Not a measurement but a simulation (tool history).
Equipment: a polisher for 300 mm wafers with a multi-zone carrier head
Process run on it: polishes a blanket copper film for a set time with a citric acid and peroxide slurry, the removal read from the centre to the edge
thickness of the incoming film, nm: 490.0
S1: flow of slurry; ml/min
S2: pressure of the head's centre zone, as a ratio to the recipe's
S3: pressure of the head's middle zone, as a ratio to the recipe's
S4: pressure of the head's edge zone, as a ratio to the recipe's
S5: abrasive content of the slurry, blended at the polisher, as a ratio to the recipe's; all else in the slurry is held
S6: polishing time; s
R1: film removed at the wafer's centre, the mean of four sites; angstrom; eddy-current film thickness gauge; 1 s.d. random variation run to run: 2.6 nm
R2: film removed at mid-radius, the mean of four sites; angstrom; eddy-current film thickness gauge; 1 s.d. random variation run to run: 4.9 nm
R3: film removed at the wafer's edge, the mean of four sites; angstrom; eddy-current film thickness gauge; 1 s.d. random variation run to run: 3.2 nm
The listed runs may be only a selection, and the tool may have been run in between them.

| run | hour | S1 | S2 | S3 | S4 | S5 | S6 | R1 | R2 | R3 |
|---|---|---|---|---|---|---|---|---|---|---|
| 1 | 0.0 | 220 | 1.00 | 1.00 | 1.00 | 1.00 | 49 | 2039.2 | 2153.3 | 2112.7 |
| 2 | 0.8 | 220 | 0.93 | 1.00 | 1.00 | 1.00 | 49 | 1919.7 | 2093.6 | 2095.7 |
| 3 | 1.4 | 225 | 0.95 | 1.04 | 1.04 | 1.15 | 52 | 2102.8 | 2389.7 | 2321.2 |
| 4 | 9.9 | 230 | 0.97 | 1.06 | 1.07 | 1.25 | 55 | 2342.6 | 2669.5 | 2538.9 |
| 5 | 15.9 | 235 | 0.98 | 1.07 | 1.10 | 1.35 | 57 | 2503.0 | 2810.5 | 2705.0 |
| 6 | 18.2 | 235 | 0.98 | 1.07 | 1.10 | 1.35 | 51 | 2244.5 | 2476.1 | 2466.9 |

Run 7 is up next; what results do you expect?
| 7 | 19.3 | 235 | 0.98 | 1.07 | 1.10 | 1.35 | 51 | ? | ? | ? |

Run 7 yielded R1 2262.3 angstrom, R2 2538.3 angstrom, R3 2431.1 angstrom.
